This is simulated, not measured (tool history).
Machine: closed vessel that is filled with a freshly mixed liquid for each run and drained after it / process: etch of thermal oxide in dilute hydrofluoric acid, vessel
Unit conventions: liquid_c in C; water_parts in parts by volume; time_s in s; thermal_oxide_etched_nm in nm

run 1 hour=0 | liquid_c=26 water_parts=140 time_s=330 | thermal_oxide_etched_nm=11.688
run 2 hour=1.7 | liquid_c=26 water_parts=165 time_s=330 | thermal_oxide_etched_nm=9.5173
run 3 hour=8.4 | liquid_c=29 water_parts=165 time_s=330 | thermal_oxide_etched_nm=10.784
run 4 hour=16.8 | liquid_c=27 water_parts=165 time_s=330 | thermal_oxide_etched_nm=9.9378
run 5 hour=18.5 | liquid_c=25 water_parts=165 time_s=330 | thermal_oxide_etched_nm=9.3045
run 6 hour=23.1 | liquid_c=25 water_parts=165 time_s=355 | thermal_oxide_etched_nm=10.013
run 7 hour=27.9 | liquid_c=28 water_parts=155 time_s=355 | thermal_oxide_etched_nm=11.802

What will run 8 give?
run 8 hour=36.4 | liquid_c=32 water_parts=105 time_s=355 | thermal_oxide_etched_nm=?

thermal_oxide_etched_nm: 21.931 nm
